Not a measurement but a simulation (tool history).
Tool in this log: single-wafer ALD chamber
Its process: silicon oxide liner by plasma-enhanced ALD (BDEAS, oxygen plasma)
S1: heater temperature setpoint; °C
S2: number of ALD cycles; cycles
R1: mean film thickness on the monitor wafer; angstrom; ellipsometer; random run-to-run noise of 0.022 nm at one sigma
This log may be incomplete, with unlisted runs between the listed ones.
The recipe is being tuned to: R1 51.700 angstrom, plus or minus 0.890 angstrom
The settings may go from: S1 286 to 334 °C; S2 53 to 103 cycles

{"run": 1, "hour": 0.0, "S1": 310, "S2": 78, "R1": 67.722}
{"run": 2, "hour": 1.6, "S1": 311, "S2": 73, "R1": 62.993}
{"run": 3, "hour": 8.9, "S1": 312, "S2": 70, "R1": 59.808}
{"run": 4, "hour": 16.5, "S1": 314, "S2": 68, "R1": 58.256}
{"run": 5, "hour": 23.9, "S1": 314, "S2": 76, "R1": 65.499}
{"run": 6, "hour": 24.9, "S1": 314, "S2": 83, "R1": 71.17}
{"run": 7, "hour": 25.8, "S1": 319, "S2": 70, "R1": 59.848}
{"run": 8, "hour": 28.3, "S1": 319, "S2": 68, "R1": 58.569}

Which single option among these 5 for the next run brings every result within its allowed miss of target? Just one does.
{"run": "A", "hour": 30.8, "S1": 317, "S2": 60, "R1": "?"}
{"run": "B", "hour": 30.8, "S1": 319, "S2": 86, "R1": "?"}
{"run": "C", "hour": 30.8, "S1": 314, "S2": 74, "R1": "?"}
{"run": "D", "hour": 30.8, "S1": 316, "S2": 72, "R1": "?"}
{"run": "E", "hour": 30.8, "S1": 307, "S2": 55, "R1": "?"}

move=A R1=51.312
move=B R1=73.362
move=C R1=63.523
move=D R1=61.651
move=E R1=47.628
A: meets every target
B: its largest miss is bigger than the last run's
C: its largest miss is bigger than the last run's
D: its largest miss is bigger than the last run's
E: takes the biggest miss from the last run beyond its target
Answer: A
